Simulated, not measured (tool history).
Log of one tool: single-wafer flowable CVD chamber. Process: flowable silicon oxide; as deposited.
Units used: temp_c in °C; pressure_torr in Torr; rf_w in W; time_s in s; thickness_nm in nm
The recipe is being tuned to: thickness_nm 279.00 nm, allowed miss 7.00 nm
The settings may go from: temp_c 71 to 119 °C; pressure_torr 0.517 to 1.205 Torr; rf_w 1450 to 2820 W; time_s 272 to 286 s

run	hour	temp_c	pressure_torr	rf_w	time_s	thickness_nm
1	0.0	95	0.861	2135	286	223.40
2	6.0	95	0.861	2135	286	224.84
3	11.7	93	0.861	2135	286	238.19
4	19.2	92	0.861	2135	286	246.39
5	23.0	92	0.796	2135	286	227.76
6	31.9	92	0.881	2135	286	251.57
7	40.2	91	0.881	2135	286	257.17
8	45.2	90	0.881	2135	286	264.83

Which of these 4 next moves meets every target?
A	50.2	95	0.975	2350	274	?
B	50.2	92	1.045	1980	272	?
C	50.2	86	0.900	2485	283	?
D	50.2	88	0.945	2025	278	?

move	thickness_nm
A	246.13
B	279.28
C	305.51
D	291.25
A: lands further from the targets than the last run did
B: meets every target
C: the result that was furthest off in the last run now lies on the other side of its target
D: the result that was furthest off in the last run now lies on the other side of its target
Answer: B
